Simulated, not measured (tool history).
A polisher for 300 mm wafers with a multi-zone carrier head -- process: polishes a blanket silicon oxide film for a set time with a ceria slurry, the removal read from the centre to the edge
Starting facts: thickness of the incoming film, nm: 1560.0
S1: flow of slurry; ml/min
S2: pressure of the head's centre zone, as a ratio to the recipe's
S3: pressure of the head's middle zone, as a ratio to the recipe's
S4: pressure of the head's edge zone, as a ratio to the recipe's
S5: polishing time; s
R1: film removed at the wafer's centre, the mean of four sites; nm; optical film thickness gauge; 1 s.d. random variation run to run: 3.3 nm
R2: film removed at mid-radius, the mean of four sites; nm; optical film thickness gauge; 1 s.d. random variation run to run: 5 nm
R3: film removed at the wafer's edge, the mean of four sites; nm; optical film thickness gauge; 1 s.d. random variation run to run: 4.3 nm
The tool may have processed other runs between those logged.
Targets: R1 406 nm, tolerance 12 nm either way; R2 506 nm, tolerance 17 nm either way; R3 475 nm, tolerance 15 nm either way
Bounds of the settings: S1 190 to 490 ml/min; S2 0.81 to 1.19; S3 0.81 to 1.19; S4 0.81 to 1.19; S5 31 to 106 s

run  hour   S1    S2    S3    S4  S5      R1      R2      R3
  1     0  315     1     1     1  68  400.74  415.58  401.69
  2     7  325  0.98  1.04  1.05  70  392.51  444.56  431.55
  3  13.9  360  0.98  1.04  1.05  70  398.06  441.39  426.42
  4  21.1  350  0.98  1.07  1.07  71  398.78  461.39  438.48
  5  26.3  345  0.98  1.09  1.09  72  402.33  465.93  446.88
  6  31.4  345  0.98  1.09  1.09  81  458.01  536.31  503.57
  7  31.9  345  0.96  1.08  1.08  80  444.46  530.14  491.58
  8    37  345  0.94  1.07  1.08  79  428.18  507.15  484.94
  9  37.6  345  0.93  1.08  1.08  79  419.65  507.21  487.37

Exercise: of the 5 proposed moves below, exactly one satisfies all targets within the stated allowed misses. Which move is it?
  A  38.2  280  0.87  1.04  1.12  81   ?   ?   ?
  B  38.2  295  0.92  1.11  1.09  77   ?   ?   ?
  C  38.2  425  0.93  1.04  1.02  83   ?   ?   ?
  D  38.2  345  0.93  1.03  1.09  80   ?   ?   ?
  E  38.2  335  0.96  0.99  1.02  80   ?   ?   ?

move      R1      R2      R3
   A  408.07  509.04   502.9
   B  411.11  512.98  473.55
   C  457.51   533.6  505.64
   D  435.57   504.4  495.85
   E  448.31  486.96  482.89
A: corrects the largest miss of the last run, while another result sits out of spec
B: each result inside its tolerance
C: its largest miss is bigger than the last run's
D: its largest miss is bigger than the last run's
E: its largest miss is bigger than the last run's
B is the move that brings every result within its allowed miss.

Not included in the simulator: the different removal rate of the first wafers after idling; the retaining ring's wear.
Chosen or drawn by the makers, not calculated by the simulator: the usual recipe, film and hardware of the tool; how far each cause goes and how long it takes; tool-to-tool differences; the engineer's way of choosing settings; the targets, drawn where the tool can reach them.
